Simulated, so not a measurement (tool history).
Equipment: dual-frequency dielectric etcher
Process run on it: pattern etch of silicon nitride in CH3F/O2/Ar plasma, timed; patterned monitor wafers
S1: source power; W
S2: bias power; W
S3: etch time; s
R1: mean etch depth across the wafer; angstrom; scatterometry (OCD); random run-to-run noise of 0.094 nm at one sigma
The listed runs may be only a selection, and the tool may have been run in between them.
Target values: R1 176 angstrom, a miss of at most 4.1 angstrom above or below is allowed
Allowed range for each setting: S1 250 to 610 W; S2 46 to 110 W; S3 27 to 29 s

run	hour	S1	S2	S3	R1
1	0	430	78	29	197.32
2	2.9	470	78	29	208.57
3	7.1	430	77	29	199.05
4	15.8	430	71	29	195.92
5	23.3	430	71	27	183.01
# hour 30.8: source power generator calibrated
6	30.8	430	71	29	192.58
7	32	410	70	29	187.83
8	37.7	390	69	29	183.36
9	42.5	390	69	29	183.1
10	49.2	380	69	29	181.42

Which one of the following 4 next-run settings gets every result inside its allowed miss? There is exactly one.
A	55.9	350	69	27	?
B	55.9	420	78	28	?
C	55.9	310	87	27	?
D	55.9	370	66	28.5	?

move	R1
A	163.52
B	188.46
C	165.23
D	174.7
A: pushes the last run's worst result past its target
B: misses by more than the last run did
C: pushes the last run's worst result past its target
D: every result within its allowed miss
D meets every target.
